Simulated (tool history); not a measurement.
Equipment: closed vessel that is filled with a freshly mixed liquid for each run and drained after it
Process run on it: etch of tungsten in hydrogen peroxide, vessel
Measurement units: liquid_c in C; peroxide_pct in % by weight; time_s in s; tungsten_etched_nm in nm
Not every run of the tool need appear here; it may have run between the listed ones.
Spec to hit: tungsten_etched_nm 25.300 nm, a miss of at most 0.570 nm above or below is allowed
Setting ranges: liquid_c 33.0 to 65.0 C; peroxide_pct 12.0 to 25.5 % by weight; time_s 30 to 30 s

run,hour,liquid_c,peroxide_pct,time_s,tungsten_etched_nm
1,0.0,49.0,17.5,30,22.768
2,3.0,49.5,17.5,30,23.497
3,4.2,50.0,17.5,30,24.437
4,7.7,43.5,17.5,30,16.177
5,13.8,43.5,15.5,30,15.204
6,17.6,46.0,15.5,30,17.848
7,25.7,48.0,15.5,30,20.206
8,26.2,49.0,15.5,30,21.459
9,31.0,50.0,15.5,30,22.560
10,36.3,50.5,15.5,30,23.571

Consider the 5 candidate settings below. Which is the only one whose results all fall within their allowed miss of target?
A,41.6,50.0,14.5,30,?
B,41.6,50.0,16.0,30,?
C,41.6,47.0,23.0,30,?
D,41.6,54.0,12.0,30,?
E,41.6,51.0,14.0,30,?

move,tungsten_etched_nm
A,21.966
B,23.074
C,22.991
D,25.441
E,22.940
A: misses by more than the last run did
B: misses by more than the last run did
C: misses by more than the last run did
D: meets every target
E: misses by more than the last run did
The right move is D.
